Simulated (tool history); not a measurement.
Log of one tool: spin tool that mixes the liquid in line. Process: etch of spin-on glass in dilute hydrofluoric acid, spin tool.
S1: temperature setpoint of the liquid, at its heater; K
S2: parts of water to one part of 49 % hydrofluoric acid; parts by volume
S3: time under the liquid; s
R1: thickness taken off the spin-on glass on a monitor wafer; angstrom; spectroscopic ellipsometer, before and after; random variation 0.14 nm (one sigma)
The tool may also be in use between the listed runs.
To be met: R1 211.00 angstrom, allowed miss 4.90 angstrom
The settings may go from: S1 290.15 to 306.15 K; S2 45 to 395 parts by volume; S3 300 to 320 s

run	hour	S1	S2	S3	R1
1	0.0	298.15	220	300	293.66
2	3.6	295.65	225	300	259.03
3	5.7	297.15	225	300	273.57
4	7.1	297.15	260	300	226.89
5	12.3	297.15	260	320	244.88
6	18.3	297.15	260	300	228.39
7	19.9	296.65	260	300	223.66
8	28.7	296.15	260	300	219.27
9	35.1	295.65	260	300	218.25

5 next moves are on the table. One of them brings every result within its allowed miss. Which?
A	41.5	298.15	295	300	?
B	41.5	292.65	235	305	?
C	41.5	294.65	260	320	?
D	41.5	293.65	235	300	?
E	41.5	293.65	265	320	?

move	R1
A	202.11
B	223.97
C	223.52
D	228.80
E	210.38
A: takes the result that was furthest off past its target
B: further off than the last run
C: further off than the last run
D: further off than the last run
E: meets every target
Answer: E
